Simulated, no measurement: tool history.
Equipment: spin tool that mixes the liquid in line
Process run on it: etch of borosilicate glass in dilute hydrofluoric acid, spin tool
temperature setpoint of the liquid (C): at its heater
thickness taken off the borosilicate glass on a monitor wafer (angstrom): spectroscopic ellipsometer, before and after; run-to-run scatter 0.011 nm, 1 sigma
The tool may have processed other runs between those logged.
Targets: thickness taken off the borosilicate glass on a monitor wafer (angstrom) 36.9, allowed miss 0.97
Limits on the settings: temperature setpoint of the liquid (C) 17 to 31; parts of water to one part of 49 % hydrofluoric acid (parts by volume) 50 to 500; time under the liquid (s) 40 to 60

run	hour	temperature setpoint of the liquid (C)	parts of water to one part of 49 % hydrofluoric acid (parts by volume)	time under the liquid (s)	thickness taken off the borosilicate glass on a monitor wafer (angstrom)
1	0	23	275	60	42.24
2	4.3	23	215	60	57.732
3	7.4	25	215	60	61.993
4	13.6	25	295	60	41.522
5	21.4	28	295	60	45.84
6	23.3	26.5	295	60	43.841
7	31.4	25.5	295	60	42.469
8	33.2	24.5	295	60	40.783
9	40.6	24	295	60	40.131
10	46.3	23.5	295	60	39.342
11	54.4	23	295	60	38.568

Which one of the following 4 next-run settings gets every result inside its allowed miss? There is exactly one.
A	62.5	22	285	60	?
B	62.5	22.5	305	60	?
C	62.5	20.5	295	60	?
D	62.5	23.5	285	60	?

move	thickness taken off the borosilicate glass on a monitor wafer (angstrom)
A	39.241
B	36.63
C	35.579
D	41.393
A: moves away from the targets compared with the last run
B: hits every target within its allowed miss
C: the result that was furthest off in the last run now lies on the other side of its target
D: moves away from the targets compared with the last run
Go with B: it meets all targets.

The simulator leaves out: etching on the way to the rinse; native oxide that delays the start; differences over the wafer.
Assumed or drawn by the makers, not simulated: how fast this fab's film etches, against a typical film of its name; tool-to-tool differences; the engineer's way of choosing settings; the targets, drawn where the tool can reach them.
